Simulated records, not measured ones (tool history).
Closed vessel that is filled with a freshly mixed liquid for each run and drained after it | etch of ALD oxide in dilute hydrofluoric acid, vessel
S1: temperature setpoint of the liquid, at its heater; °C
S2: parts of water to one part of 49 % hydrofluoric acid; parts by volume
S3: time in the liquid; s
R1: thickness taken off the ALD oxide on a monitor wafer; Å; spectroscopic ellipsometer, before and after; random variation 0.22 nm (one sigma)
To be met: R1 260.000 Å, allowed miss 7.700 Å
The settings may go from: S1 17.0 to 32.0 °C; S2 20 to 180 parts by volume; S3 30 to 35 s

run,hour,S1,S2,S3,R1
1,0.0,24.0,100,35,81.889
2,7.2,27.5,100,35,92.607
3,8.9,25.5,100,35,85.258
4,13.1,27.0,100,35,89.828
5,15.6,27.0,130,35,67.384
6,20.8,28.5,95,35,101.310
7,28.6,32.0,55,35,216.600
8,35.0,32.0,50,35,237.240

Which of these 5 next moves meets every target?
A,41.4,30.5,55,35,?
B,41.4,30.0,45,30,?
C,41.4,32.0,45,35,?
D,41.4,31.0,50,35,?
E,41.4,30.0,40,35,?

move,R1
A,199.280
B,207.910
C,262.300
D,225.260
E,275.010
A: further off than the last run
B: further off than the last run
C: meets every target
D: further off than the last run
E: takes the result that was furthest off past its target
Answer: C
